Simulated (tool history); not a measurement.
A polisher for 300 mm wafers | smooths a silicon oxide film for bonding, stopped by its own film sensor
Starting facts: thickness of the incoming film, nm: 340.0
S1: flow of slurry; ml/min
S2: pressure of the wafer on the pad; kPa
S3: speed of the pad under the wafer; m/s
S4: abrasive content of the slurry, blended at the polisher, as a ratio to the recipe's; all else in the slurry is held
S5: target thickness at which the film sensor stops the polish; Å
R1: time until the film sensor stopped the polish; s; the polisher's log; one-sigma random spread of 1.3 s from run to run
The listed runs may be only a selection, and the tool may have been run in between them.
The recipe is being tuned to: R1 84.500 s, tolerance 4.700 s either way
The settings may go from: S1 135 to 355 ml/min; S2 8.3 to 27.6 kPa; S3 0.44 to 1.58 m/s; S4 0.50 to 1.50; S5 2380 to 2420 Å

{"run": 1, "hour": 0.0, "S1": 225, "S2": 17.9, "S3": 1.0, "S4": 1.0, "S5": 2420, "R1": 125.25}
{"run": 2, "hour": 2.1, "S1": 225, "S2": 17.9, "S3": 1.0, "S4": 1.0, "S5": 2380, "R1": 131.15}
{"run": 3, "hour": 9.9, "S1": 225, "S2": 19.3, "S3": 1.0, "S4": 1.0, "S5": 2380, "R1": 119.47}
{"run": 4, "hour": 18.5, "S1": 205, "S2": 19.3, "S3": 1.0, "S4": 1.0, "S5": 2380, "R1": 123.05}
{"run": 5, "hour": 25.6, "S1": 205, "S2": 19.3, "S3": 1.0, "S4": 1.0, "S5": 2420, "R1": 117.96}
{"run": 6, "hour": 26.8, "S1": 210, "S2": 20.0, "S3": 1.0, "S4": 1.0, "S5": 2420, "R1": 112.58}
{"run": 7, "hour": 27.4, "S1": 210, "S2": 20.7, "S3": 1.0, "S4": 1.0, "S5": 2420, "R1": 108.91}
{"run": 8, "hour": 33.1, "S1": 210, "S2": 21.4, "S3": 1.0, "S4": 1.0, "S5": 2420, "R1": 107.81}
{"run": 9, "hour": 38.8, "S1": 210, "S2": 22.1, "S3": 1.0, "S4": 1.0, "S5": 2420, "R1": 103.19}
{"run": 10, "hour": 46.3, "S1": 210, "S2": 22.8, "S3": 1.0, "S4": 1.0, "S5": 2420, "R1": 102.46}
{"run": 11, "hour": 53.7, "S1": 210, "S2": 23.4, "S3": 1.0, "S4": 1.0, "S5": 2420, "R1": 99.241}
{"run": 12, "hour": 61.7, "S1": 210, "S2": 24.1, "S3": 1.0, "S4": 1.0, "S5": 2420, "R1": 94.46}

Exactly one of the 5 candidate moves below puts every result within its allowed miss. Which one?
{"run": "A", "hour": 69.7, "S1": 170, "S2": 24.8, "S3": 0.92, "S4": 1.15, "S5": 2420, "R1": "?"}
{"run": "B", "hour": 69.7, "S1": 160, "S2": 26.2, "S3": 1.08, "S4": 1.05, "S5": 2410, "R1": "?"}
{"run": "C", "hour": 69.7, "S1": 180, "S2": 24.8, "S3": 0.86, "S4": 1.0, "S5": 2410, "R1": "?"}
{"run": "D", "hour": 69.7, "S1": 200, "S2": 22.1, "S3": 1.02, "S4": 1.05, "S5": 2380, "R1": "?"}
{"run": "E", "hour": 69.7, "S1": 200, "S2": 20.7, "S3": 0.9, "S4": 1.1, "S5": 2400, "R1": "?"}

move=A R1=98.650
move=B R1=87.355
move=C R1=110.140
move=D R1=106.570
move=E R1=120.370
A: lands further from the targets than the last run did
B: hits every target within its allowed miss
C: lands further from the targets than the last run did
D: lands further from the targets than the last run did
E: lands further from the targets than the last run did
The right move is B.
